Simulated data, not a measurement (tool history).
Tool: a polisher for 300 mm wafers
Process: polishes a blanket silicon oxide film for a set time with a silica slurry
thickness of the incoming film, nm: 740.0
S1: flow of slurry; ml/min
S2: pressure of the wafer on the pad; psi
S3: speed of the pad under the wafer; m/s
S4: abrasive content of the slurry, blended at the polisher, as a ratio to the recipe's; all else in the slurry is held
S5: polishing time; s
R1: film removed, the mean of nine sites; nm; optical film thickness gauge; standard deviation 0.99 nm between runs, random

run	hour	S1	S2	S3	S4	S5	R1
1	0.0	220	3.0	0.96	1.00	65	144.470
2	4.4	220	3.0	0.96	0.85	65	133.130
3	8.8	220	3.0	0.96	0.85	68	144.280
4	10.1	220	3.0	1.20	0.85	68	166.980
5	17.5	220	2.6	1.06	0.80	68	124.100
6	23.6	220	3.3	1.06	0.80	68	158.850
7	32.6	220	2.8	0.96	0.80	68	125.770
8	35.7	220	2.4	0.92	0.80	68	105.840
9	38.4	220	2.1	0.90	0.80	68	90.127
10	41.1	220	1.9	0.90	0.80	68	83.280
11	42.7	220	1.8	0.90	0.80	68	77.695

Expected results for the next run?
12	44.3	220	1.7	0.90	0.80	68	?

{"run 12": {"R1": 74.796}}

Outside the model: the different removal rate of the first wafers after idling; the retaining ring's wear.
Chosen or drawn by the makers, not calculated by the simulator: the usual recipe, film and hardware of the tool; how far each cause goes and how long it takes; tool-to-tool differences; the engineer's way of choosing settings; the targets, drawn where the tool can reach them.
